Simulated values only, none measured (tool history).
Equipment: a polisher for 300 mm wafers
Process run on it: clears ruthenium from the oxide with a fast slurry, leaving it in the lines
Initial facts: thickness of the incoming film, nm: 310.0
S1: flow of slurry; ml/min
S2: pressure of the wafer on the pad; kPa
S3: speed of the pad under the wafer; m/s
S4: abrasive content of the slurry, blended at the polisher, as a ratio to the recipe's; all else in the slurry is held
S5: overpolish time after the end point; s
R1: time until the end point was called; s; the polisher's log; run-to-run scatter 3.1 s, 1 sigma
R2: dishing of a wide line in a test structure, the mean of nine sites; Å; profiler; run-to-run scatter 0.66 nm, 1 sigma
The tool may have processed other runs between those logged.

run  hour   S1    S2    S3  S4  S5      R1      R2
  1     0  300  17.2  0.88   1  24  95.786  573.95
  2   7.1  300  17.2     1   1  24  88.217   621.5
  3   8.2  300  13.8  0.96   1  27  110.61  575.18
  4  11.8  300  13.8  0.96   1  34  112.76  691.75
  5  15.3  300  17.2  0.96   1  34  92.945  825.06
  6  20.3  300  14.5  0.92   1  33  108.46  688.48

What does the tool deliver on the next run?
  7  21.5  300  12.4  0.88   1  33   ?   ?

R1: 127.07 s
R2: 593.54 Å
